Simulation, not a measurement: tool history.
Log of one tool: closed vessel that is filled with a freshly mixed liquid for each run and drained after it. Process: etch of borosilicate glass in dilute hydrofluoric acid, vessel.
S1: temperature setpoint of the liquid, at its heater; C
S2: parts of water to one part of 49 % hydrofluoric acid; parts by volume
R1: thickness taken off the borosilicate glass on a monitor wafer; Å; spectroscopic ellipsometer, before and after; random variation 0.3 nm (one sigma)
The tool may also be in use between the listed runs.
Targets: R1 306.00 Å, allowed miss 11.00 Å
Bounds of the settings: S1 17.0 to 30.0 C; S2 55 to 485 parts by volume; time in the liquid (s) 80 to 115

Run 1, day 0.000: S1 22.0 C, S2 270 parts by volume, time in the liquid (s) 115. Result: R1 157.09 Å.
Run 2, day 0.221: S1 24.0 C, S2 245 parts by volume, time in the liquid (s) 115. Result: R1 187.00 Å.
Run 3, day 0.521: S1 25.5 C, S2 225 parts by volume, time in the liquid (s) 115. Result: R1 223.28 Å.
Run 4, day 0.900: S1 28.5 C, S2 225 parts by volume, time in the liquid (s) 115. Result: R1 246.36 Å.
Run 5, day 1.271: S1 28.5 C, S2 225 parts by volume, time in the liquid (s) 115. Result: R1 249.99 Å.
Run 6, day 1.400: S1 29.0 C, S2 215 parts by volume, time in the liquid (s) 115. Result: R1 263.29 Å.
Run 7, day 1.508: S1 30.0 C, S2 185 parts by volume, time in the liquid (s) 115. Result: R1 333.15 Å.
Run 8, day 1.717: S1 29.5 C, S2 185 parts by volume, time in the liquid (s) 115. Result: R1 330.92 Å.
Run 9, day 1.850: S1 29.0 C, S2 185 parts by volume, time in the liquid (s) 115. Result: R1 319.77 Å.

5 next moves are on the table. One of them brings every result within its allowed miss. Which?
Run A, day 1.983: S1 28.0 C, S2 170 parts by volume, time in the liquid (s) 115. Result: R1 ?.
Run B, day 1.983: S1 30.0 C, S2 200 parts by volume, time in the liquid (s) 115. Result: R1 ?.
Run C, day 1.983: S1 29.0 C, S2 175 parts by volume, time in the liquid (s) 115. Result: R1 ?.
Run D, day 1.983: S1 30.0 C, S2 180 parts by volume, time in the liquid (s) 115. Result: R1 ?.
Run E, day 1.983: S1 30.0 C, S2 185 parts by volume, time in the liquid (s) 115. Result: R1 ?.

move      R1
   A  349.51
   B  307.36
   C  349.77
   D  350.11
   E  338.51
A: further off than the last run
B: meets every target
C: further off than the last run
D: further off than the last run
E: further off than the last run
Move B is the one to make.
